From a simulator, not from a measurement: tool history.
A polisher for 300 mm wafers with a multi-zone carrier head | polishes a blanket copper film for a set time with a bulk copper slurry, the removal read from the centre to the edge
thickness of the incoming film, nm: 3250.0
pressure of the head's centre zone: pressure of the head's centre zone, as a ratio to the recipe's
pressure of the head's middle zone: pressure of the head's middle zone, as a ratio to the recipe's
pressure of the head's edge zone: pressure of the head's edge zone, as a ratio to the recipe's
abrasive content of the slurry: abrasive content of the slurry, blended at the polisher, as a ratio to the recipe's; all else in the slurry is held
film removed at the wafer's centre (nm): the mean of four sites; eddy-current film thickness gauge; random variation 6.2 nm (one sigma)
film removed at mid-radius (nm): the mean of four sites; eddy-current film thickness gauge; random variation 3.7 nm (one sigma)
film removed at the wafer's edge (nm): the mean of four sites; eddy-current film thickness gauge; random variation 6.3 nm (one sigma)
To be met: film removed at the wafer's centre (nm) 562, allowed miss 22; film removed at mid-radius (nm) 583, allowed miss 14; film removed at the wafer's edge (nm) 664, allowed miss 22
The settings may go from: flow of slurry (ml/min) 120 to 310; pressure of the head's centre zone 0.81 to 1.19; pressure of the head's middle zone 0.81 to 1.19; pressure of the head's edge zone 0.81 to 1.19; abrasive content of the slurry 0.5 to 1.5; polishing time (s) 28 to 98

run,day,flow of slurry (ml/min),pressure of the head's centre zone,pressure of the head's middle zone,pressure of the head's edge zone,abrasive content of the slurry,polishing time (s),film removed at the wafer's centre (nm),film removed at mid-radius (nm),film removed at the wafer's edge (nm)
1,0,200,1,1,1,1,63,759.04,773.53,766.82
2,0.071,190,0.97,0.96,0.99,0.95,63,713.94,727.37,757.52
3,0.346,185,0.95,0.94,0.96,0.9,63,683.97,716.11,735.22
4,0.508,185,0.9,0.94,0.96,0.9,63,660.57,716.72,739.93
5,0.842,185,0.95,0.94,0.96,0.9,63,698.05,720.72,747.97
6,0.883,185,0.95,0.94,0.96,0.7,63,674.32,694.7,697.11
7,1.154,175,0.93,0.91,0.96,0.65,63,640.28,672.71,686.17
8,1.5,140,0.9,0.81,1.04,0.5,61,550.93,554.38,660.5
9,1.738,145,0.9,0.82,1.04,0.5,61,567.39,564.49,648.59
10,1.775,145,0.89,0.82,1.04,0.5,61,554.71,558.96,655.7

5 next moves are on the table. One of them brings every result within its allowed miss. Which?
A,1.812,125,0.81,0.87,1.03,0.65,61,?,?,?
B,1.812,130,0.92,0.81,1.03,0.5,62,?,?,?
C,1.812,160,0.98,0.83,1.02,0.55,61,?,?,?
D,1.812,125,0.88,0.89,0.97,0.5,65,?,?,?
E,1.812,225,0.88,0.84,1.04,0.8,54,?,?,?

move,film removed at the wafer's centre (nm),film removed at mid-radius (nm),film removed at the wafer's edge (nm)
A,500.98,587.49,662.28
B,562.82,555.36,652.56
C,625.62,584.3,666.04
D,559.06,611.17,660.14
E,556.81,580.44,654.05
A: brings the result that was furthest off to its target, and leaves another outside
B: further off than the last run
C: brings the result that was furthest off to its target, and leaves another outside
D: takes the result that was furthest off past its target
E: meets every target
The right move is E.

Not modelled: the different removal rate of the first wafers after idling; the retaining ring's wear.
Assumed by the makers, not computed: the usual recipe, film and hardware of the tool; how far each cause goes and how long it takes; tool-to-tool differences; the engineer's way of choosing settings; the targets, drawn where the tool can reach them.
